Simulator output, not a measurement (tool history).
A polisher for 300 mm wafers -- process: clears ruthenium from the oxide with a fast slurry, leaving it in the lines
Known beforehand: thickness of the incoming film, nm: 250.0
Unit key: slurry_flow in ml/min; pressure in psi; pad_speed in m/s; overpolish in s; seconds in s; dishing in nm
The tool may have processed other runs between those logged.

Run 1, day 0.000: slurry_flow 255 ml/min, pressure 3.4 psi, pad_speed 1.08 m/s, slurry_solids 1.0, overpolish 18 s. Result: seconds 42.165 s, dishing 73.493 nm.
Run 2, day 0.138: slurry_flow 255 ml/min, pressure 3.3 psi, pad_speed 1.08 m/s, slurry_solids 1.0, overpolish 17 s. Result: seconds 43.435 s, dishing 71.411 nm.
Run 3, day 0.271: slurry_flow 255 ml/min, pressure 3.3 psi, pad_speed 1.26 m/s, slurry_solids 1.0, overpolish 17 s. Result: seconds 38.597 s, dishing 77.918 nm.
Run 4, day 0.346: slurry_flow 255 ml/min, pressure 3.3 psi, pad_speed 1.54 m/s, slurry_solids 1.0, overpolish 17 s. Result: seconds 32.616 s, dishing 88.120 nm.
Run 5, day 0.383: slurry_flow 255 ml/min, pressure 4.0 psi, pad_speed 1.54 m/s, slurry_solids 1.0, overpolish 17 s. Result: seconds 26.978 s, dishing 102.200 nm.
Run 6, day 0.512: slurry_flow 255 ml/min, pressure 3.5 psi, pad_speed 1.52 m/s, slurry_solids 1.0, overpolish 16 s. Result: seconds 31.502 s, dishing 85.788 nm.
Run 7, day 0.633: slurry_flow 255 ml/min, pressure 3.1 psi, pad_speed 1.52 m/s, slurry_solids 1.0, overpolish 16 s. Result: seconds 34.829 s, dishing 80.127 nm.

Forecast run 8:
Run 8, day 0.946: slurry_flow 255 ml/min, pressure 2.8 psi, pad_speed 1.52 m/s, slurry_solids 1.0, overpolish 16 s. Result: seconds ?, dishing ?.

{"run 8": {"seconds": 38.631, "dishing": 73.092}}

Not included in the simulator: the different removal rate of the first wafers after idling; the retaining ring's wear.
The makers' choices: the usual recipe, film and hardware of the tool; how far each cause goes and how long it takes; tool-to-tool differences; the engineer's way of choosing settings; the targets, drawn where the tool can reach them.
